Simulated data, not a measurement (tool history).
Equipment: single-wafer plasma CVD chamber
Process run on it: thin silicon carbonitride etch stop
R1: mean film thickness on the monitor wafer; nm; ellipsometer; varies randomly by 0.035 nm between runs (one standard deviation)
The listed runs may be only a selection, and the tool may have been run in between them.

{"run": 1, "hour": 0.0, "RF power (W)": 195, "deposition time (s)": 8.43, "R1": 4.4819}
{"run": 2, "hour": 2.3, "RF power (W)": 210, "deposition time (s)": 8.43, "R1": 4.6193}
{"run": 3, "hour": 5.3, "RF power (W)": 190, "deposition time (s)": 8.43, "R1": 4.4233}
{"run": 4, "hour": 11.6, "RF power (W)": 200, "deposition time (s)": 8.82, "R1": 4.7238}
{"run": 5, "hour": 12.3, "RF power (W)": 225, "deposition time (s)": 8.82, "R1": 4.9589}
{"run": 6, "hour": 15.7, "RF power (W)": 200, "deposition time (s)": 8.82, "R1": 4.6474}
{"run": 7, "hour": 21.0, "RF power (W)": 210, "deposition time (s)": 9.22, "R1": 5.0558}
{"run": 8, "hour": 24.4, "RF power (W)": 215, "deposition time (s)": 9.42, "R1": 5.1737}
{"run": 9, "hour": 28.5, "RF power (W)": 220, "deposition time (s)": 9.61, "R1": 5.3878}
{"run": 10, "hour": 31.3, "RF power (W)": 225, "deposition time (s)": 9.72, "R1": 5.4263}
{"run": 11, "hour": 38.2, "RF power (W)": 230, "deposition time (s)": 9.86, "R1": 5.5925}
{"run": 12, "hour": 41.2, "RF power (W)": 235, "deposition time (s)": 9.94, "R1": 5.6426}

Run 13 has not been measured yet. What should we expect?
{"run": 13, "hour": 48.8, "RF power (W)": 235, "deposition time (s)": 10.03, "R1": "?"}

For run 13 the tool returned R1 5.7932 nm.

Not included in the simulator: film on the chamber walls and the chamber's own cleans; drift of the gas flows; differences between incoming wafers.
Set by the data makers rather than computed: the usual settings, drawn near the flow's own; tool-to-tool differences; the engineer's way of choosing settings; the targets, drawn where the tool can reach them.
